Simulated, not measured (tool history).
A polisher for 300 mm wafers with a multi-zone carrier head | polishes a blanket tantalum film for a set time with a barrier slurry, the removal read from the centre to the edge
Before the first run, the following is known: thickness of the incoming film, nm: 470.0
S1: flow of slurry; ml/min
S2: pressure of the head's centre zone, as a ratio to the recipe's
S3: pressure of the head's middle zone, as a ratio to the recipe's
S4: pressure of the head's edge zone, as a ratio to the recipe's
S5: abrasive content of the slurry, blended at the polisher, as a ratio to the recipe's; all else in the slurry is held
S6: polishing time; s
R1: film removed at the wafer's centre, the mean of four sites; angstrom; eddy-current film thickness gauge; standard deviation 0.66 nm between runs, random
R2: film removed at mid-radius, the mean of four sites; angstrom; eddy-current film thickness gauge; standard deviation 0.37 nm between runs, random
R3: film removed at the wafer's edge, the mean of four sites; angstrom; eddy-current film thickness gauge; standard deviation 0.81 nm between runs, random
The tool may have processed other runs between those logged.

| run | hour | S1 | S2 | S3 | S4 | S5 | S6 | R1 | R2 | R3 |
|---|---|---|---|---|---|---|---|---|---|---|
| 1 | 0 | 270 | 1 | 1 | 1 | 1 | 41 | 484.35 | 457.92 | 484.94 |
| 2 | 6.1 | 270 | 1 | 0.99 | 1.05 | 1.15 | 42 | 521.69 | 484.83 | 523.11 |
| 3 | 13.2 | 270 | 1 | 0.99 | 0.99 | 1.15 | 42 | 508.16 | 487.51 | 508.52 |
| 4 | 20.7 | 270 | 1 | 0.99 | 0.99 | 1.3 | 42 | 536.72 | 498.96 | 526.37 |
| 5 | 29.1 | 270 | 1.03 | 0.99 | 0.99 | 1.3 | 42 | 545.51 | 499.89 | 529.77 |
| 6 | 36.9 | 270 | 1.03 | 1.06 | 0.99 | 1.3 | 42 | 534.45 | 536.12 | 528.69 |
| 7 | 42.5 | 270 | 1.03 | 1.06 | 0.99 | 1.3 | 42 | 538.24 | 535.05 | 521.2 |
| 8 | 43.2 | 270 | 1 | 1.03 | 1.04 | 1.35 | 43 | 547.66 | 531.7 | 535.93 |
| 9 | 49.5 | 240 | 0.95 | 0.98 | 1.05 | 1.35 | 46 | 537.23 | 539.3 | 580.9 |
| 10 | 53.1 | 230 | 0.95 | 0.96 | 1.07 | 1.4 | 47 | 565.73 | 544.22 | 609.02 |

What does the tool deliver on the next run?
| 11 | 61.5 | 220 | 0.95 | 0.95 | 1.09 | 1.45 | 47 | ? | ? | ? |

R1: 558.55 angstrom
R2: 541.72 angstrom
R3: 594.33 angstrom
